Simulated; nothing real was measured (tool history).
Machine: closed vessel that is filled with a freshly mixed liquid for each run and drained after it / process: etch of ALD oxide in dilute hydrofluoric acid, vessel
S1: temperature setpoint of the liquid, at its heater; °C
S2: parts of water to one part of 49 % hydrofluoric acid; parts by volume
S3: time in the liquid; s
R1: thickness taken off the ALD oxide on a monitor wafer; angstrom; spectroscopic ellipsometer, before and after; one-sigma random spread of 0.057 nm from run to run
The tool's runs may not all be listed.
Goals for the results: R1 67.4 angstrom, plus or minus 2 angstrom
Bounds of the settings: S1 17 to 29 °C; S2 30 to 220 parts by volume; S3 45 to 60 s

run	hour	S1	S2	S3	R1
1	0	21	125	60	101.55
2	5.8	20	135	60	89.578
3	6.8	19	140	60	82.217
4	15	19	110	60	106.4
5	19.6	18.5	125	60	90.706
6	28	18	135	60	82.698
7	29.8	17.5	140	60	78.979
8	35.7	17.5	145	60	73.269
9	44.4	17	150	60	69.819

Exactly one of the 4 candidate moves below puts every result within its allowed miss. Which one?
A	53.1	18.5	155	60	?
B	53.1	17.5	145	60	?
C	53.1	19.5	150	55	?
D	53.1	20.5	135	45	?

move	R1
A	71.039
B	73.645
C	70.401
D	67.67
A: moves away from the targets compared with the last run
B: moves away from the targets compared with the last run
C: moves away from the targets compared with the last run
D: every result lands within tolerance
Move D is the one to make.

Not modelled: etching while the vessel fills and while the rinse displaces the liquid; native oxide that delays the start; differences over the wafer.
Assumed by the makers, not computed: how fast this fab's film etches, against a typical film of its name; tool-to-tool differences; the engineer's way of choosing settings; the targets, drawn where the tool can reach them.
